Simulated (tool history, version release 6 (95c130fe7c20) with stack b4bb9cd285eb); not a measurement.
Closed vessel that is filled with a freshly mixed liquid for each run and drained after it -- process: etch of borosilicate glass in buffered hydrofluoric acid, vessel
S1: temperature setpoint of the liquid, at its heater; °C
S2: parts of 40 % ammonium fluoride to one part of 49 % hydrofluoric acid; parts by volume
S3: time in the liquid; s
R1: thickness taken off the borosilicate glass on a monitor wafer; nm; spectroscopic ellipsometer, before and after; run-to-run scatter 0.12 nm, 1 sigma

Run 1, hour 0.0: S1 22.0 °C, S2 12.0 parts by volume, S3 30 s. Result: R1 34.523 nm.
Run 2, hour 2.1: S1 22.0 °C, S2 14.5 parts by volume, S3 30 s. Result: R1 28.821 nm.
Run 3, hour 7.3: S1 24.5 °C, S2 14.5 parts by volume, S3 30 s. Result: R1 33.114 nm.
Run 4, hour 8.3: S1 27.5 °C, S2 14.5 parts by volume, S3 30 s. Result: R1 38.624 nm.
Run 5, hour 14.2: S1 27.5 °C, S2 14.5 parts by volume, S3 30 s. Result: R1 38.780 nm.
Run 6, hour 20.1: S1 27.5 °C, S2 17.0 parts by volume, S3 30 s. Result: R1 33.111 nm.
Run 7, hour 24.9: S1 24.5 °C, S2 17.0 parts by volume, S3 30 s. Result: R1 27.881 nm.
Run 8, hour 28.6: S1 22.5 °C, S2 17.0 parts by volume, S3 30 s. Result: R1 25.155 nm.
Run 9, hour 36.0: S1 22.5 °C, S2 17.0 parts by volume, S3 30 s. Result: R1 25.254 nm.
Run 10, hour 39.4: S1 21.0 °C, S2 17.0 parts by volume, S3 30 s. Result: R1 23.250 nm.
Run 11, hour 41.5: S1 20.0 °C, S2 17.0 parts by volume, S3 30 s. Result: R1 21.803 nm.
Run 12, hour 48.5: S1 19.0 °C, S2 17.0 parts by volume, S3 30 s. Result: R1 20.975 nm.
Run 13, hour 49.7: S1 18.5 °C, S2 17.0 parts by volume, S3 30 s. Result: R1 20.283 nm.
Run 14, hour 53.5: S1 18.0 °C, S2 17.0 parts by volume, S3 30 s. Result: R1 19.751 nm.

Run 15 is up next; what results do you expect?
Run 15, hour 59.7: S1 17.5 °C, S2 17.0 parts by volume, S3 30 s. Result: R1 ?.

R1: 19.274 nm

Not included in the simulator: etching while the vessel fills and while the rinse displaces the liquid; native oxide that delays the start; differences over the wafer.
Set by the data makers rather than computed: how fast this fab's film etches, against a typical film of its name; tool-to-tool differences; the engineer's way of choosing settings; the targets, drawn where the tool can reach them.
